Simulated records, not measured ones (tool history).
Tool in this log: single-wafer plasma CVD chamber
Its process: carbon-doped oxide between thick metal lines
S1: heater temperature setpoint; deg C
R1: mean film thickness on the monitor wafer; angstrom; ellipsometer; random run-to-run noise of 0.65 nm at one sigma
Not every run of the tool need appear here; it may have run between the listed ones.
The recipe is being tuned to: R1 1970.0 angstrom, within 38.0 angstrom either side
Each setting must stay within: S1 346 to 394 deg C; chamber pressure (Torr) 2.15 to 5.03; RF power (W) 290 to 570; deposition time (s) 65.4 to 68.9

{"run": 1, "hour": 0.0, "S1": 370, "chamber pressure (Torr)": 3.59, "RF power (W)": 430, "deposition time (s)": 68.9, "R1": 2763.1}
{"run": 2, "hour": 1.9, "S1": 372, "chamber pressure (Torr)": 3.46, "RF power (W)": 410, "deposition time (s)": 68.4, "R1": 2600.1}
{"run": 3, "hour": 9.2, "S1": 372, "chamber pressure (Torr)": 3.46, "RF power (W)": 375, "deposition time (s)": 68.4, "R1": 2388.8}
{"run": 4, "hour": 16.1, "S1": 372, "chamber pressure (Torr)": 3.46, "RF power (W)": 375, "deposition time (s)": 68.9, "R1": 2409.4}
{"run": 5, "hour": 18.4, "S1": 372, "chamber pressure (Torr)": 3.13, "RF power (W)": 375, "deposition time (s)": 68.9, "R1": 2385.7}
{"run": 6, "hour": 26.3, "S1": 373, "chamber pressure (Torr)": 3.05, "RF power (W)": 365, "deposition time (s)": 68.8, "R1": 2310.7}
{"run": 7, "hour": 33.4, "S1": 374, "chamber pressure (Torr)": 2.95, "RF power (W)": 360, "deposition time (s)": 68.7, "R1": 2260.7}
{"run": 8, "hour": 40.1, "S1": 375, "chamber pressure (Torr)": 2.85, "RF power (W)": 355, "deposition time (s)": 68.7, "R1": 2225.5}
{"run": 9, "hour": 47.2, "S1": 376, "chamber pressure (Torr)": 2.77, "RF power (W)": 350, "deposition time (s)": 68.7, "R1": 2178.3}

5 next moves are on the table. One of them brings every result within its allowed miss. Which?
{"run": "A", "hour": 54.3, "S1": 370, "chamber pressure (Torr)": 3.32, "RF power (W)": 325, "deposition time (s)": 68.9, "R1": "?"}
{"run": "B", "hour": 54.3, "S1": 369, "chamber pressure (Torr)": 2.81, "RF power (W)": 380, "deposition time (s)": 67.0, "R1": "?"}
{"run": "C", "hour": 54.3, "S1": 380, "chamber pressure (Torr)": 2.68, "RF power (W)": 340, "deposition time (s)": 65.4, "R1": "?"}
{"run": "D", "hour": 54.3, "S1": 369, "chamber pressure (Torr)": 2.88, "RF power (W)": 350, "deposition time (s)": 65.4, "R1": "?"}
{"run": "E", "hour": 54.3, "S1": 364, "chamber pressure (Torr)": 2.21, "RF power (W)": 345, "deposition time (s)": 65.4, "R1": "?"}

move=A R1=2050.1
move=B R1=2349.8
move=C R1=1979.6
move=D R1=2103.3
move=E R1=2072.6
A: gains on the last run, yet a result remains outside its allowed miss
B: further off than the last run
C: hits every target within its allowed miss
D: gains on the last run, yet a result remains outside its allowed miss
E: gains on the last run, yet a result remains outside its allowed miss
So the answer is move C, the one that meets all the targets.
